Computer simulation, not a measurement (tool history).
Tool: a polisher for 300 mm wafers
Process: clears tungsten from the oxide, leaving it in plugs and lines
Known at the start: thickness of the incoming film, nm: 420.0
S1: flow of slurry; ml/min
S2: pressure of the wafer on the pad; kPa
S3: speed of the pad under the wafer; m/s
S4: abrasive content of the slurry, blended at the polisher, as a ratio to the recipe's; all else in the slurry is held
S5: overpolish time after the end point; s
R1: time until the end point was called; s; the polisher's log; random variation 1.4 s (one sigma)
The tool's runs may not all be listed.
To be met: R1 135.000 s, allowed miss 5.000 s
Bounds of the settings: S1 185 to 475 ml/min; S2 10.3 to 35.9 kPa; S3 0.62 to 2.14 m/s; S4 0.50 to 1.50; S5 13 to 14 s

{"run": 1, "hour": 0.0, "S1": 305, "S2": 22.8, "S3": 1.38, "S4": 1.0, "S5": 13, "R1": 71.051}
{"run": 2, "hour": 2.1, "S1": 305, "S2": 22.8, "S3": 1.38, "S4": 1.1, "S5": 13, "R1": 69.015}
{"run": 3, "hour": 4.3, "S1": 305, "S2": 19.3, "S3": 1.32, "S4": 1.1, "S5": 13, "R1": 84.159}
{"run": 4, "hour": 5.1, "S1": 305, "S2": 19.3, "S3": 1.08, "S4": 1.1, "S5": 13, "R1": 94.647}
{"run": 5, "hour": 7.2, "S1": 305, "S2": 19.3, "S3": 1.08, "S4": 0.9, "S5": 13, "R1": 99.814}
{"run": 6, "hour": 15.2, "S1": 305, "S2": 19.3, "S3": 1.08, "S4": 0.8, "S5": 13, "R1": 101.8}
{"run": 7, "hour": 18.3, "S1": 305, "S2": 12.4, "S3": 1.06, "S4": 0.8, "S5": 13, "R1": 165.24}
{"run": 8, "hour": 21.9, "S1": 305, "S2": 13.1, "S3": 1.06, "S4": 0.8, "S5": 13, "R1": 152.07}
{"run": 9, "hour": 24.3, "S1": 305, "S2": 13.8, "S3": 1.06, "S4": 0.8, "S5": 13, "R1": 146.26}

4 next moves are on the table. One of them brings every result within its allowed miss. Which?
{"run": "A", "hour": 26.7, "S1": 260, "S2": 14.5, "S3": 1.0, "S4": 0.75, "S5": 13, "R1": "?"}
{"run": "B", "hour": 26.7, "S1": 280, "S2": 14.5, "S3": 1.36, "S4": 0.7, "S5": 14, "R1": "?"}
{"run": "C", "hour": 26.7, "S1": 315, "S2": 11.7, "S3": 1.16, "S4": 0.95, "S5": 13, "R1": "?"}
{"run": "D", "hour": 26.7, "S1": 345, "S2": 11.0, "S3": 1.52, "S4": 0.85, "S5": 14, "R1": "?"}

move=A R1=149.610
move=B R1=120.220
move=C R1=152.620
move=D R1=133.930
A: further off than the last run
B: takes the result that was furthest off past its target
C: further off than the last run
D: meets every target
The right move is D.
